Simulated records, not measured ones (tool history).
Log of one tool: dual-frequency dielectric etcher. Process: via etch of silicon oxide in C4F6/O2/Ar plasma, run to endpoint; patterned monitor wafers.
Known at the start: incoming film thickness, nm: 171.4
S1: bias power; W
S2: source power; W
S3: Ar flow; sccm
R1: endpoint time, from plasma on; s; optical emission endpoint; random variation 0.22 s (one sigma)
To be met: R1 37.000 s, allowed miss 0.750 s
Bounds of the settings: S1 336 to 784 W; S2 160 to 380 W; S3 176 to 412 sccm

{"run": 1, "hour": 0.0, "S1": 560, "S2": 270, "S3": 294, "R1": 40.543}
{"run": 2, "hour": 5.7, "S1": 585, "S2": 270, "S3": 293, "R1": 39.93}
{"run": 3, "hour": 11.7, "S1": 607, "S2": 270, "S3": 293, "R1": 39.379}
{"run": 4, "hour": 18.6, "S1": 607, "S2": 270, "S3": 328, "R1": 39.78}
{"run": 5, "hour": 21.0, "S1": 607, "S2": 240, "S3": 328, "R1": 41.841}
{"run": 6, "hour": 22.2, "S1": 607, "S2": 290, "S3": 328, "R1": 38.878}
{"run": 7, "hour": 25.1, "S1": 621, "S2": 290, "S3": 328, "R1": 38.935}
{"run": 8, "hour": 30.7, "S1": 637, "S2": 290, "S3": 327, "R1": 37.932}
{"run": 9, "hour": 31.9, "S1": 644, "S2": 290, "S3": 327, "R1": 38.328}
{"run": 10, "hour": 33.1, "S1": 644, "S2": 290, "S3": 327, "R1": 38.364}

4 next moves are on the table. One of them brings every result within its allowed miss. Which?
{"run": "A", "hour": 34.3, "S1": 769, "S2": 220, "S3": 387, "R1": "?"}
{"run": "B", "hour": 34.3, "S1": 567, "S2": 360, "S3": 327, "R1": "?"}
{"run": "C", "hour": 34.3, "S1": 664, "S2": 240, "S3": 357, "R1": "?"}
{"run": "D", "hour": 34.3, "S1": 588, "S2": 280, "S3": 329, "R1": "?"}

move=A R1=39.979
move=B R1=36.725
move=C R1=40.612
move=D R1=39.807
A: further off than the last run
B: meets every target
C: further off than the last run
D: further off than the last run
Answer: B
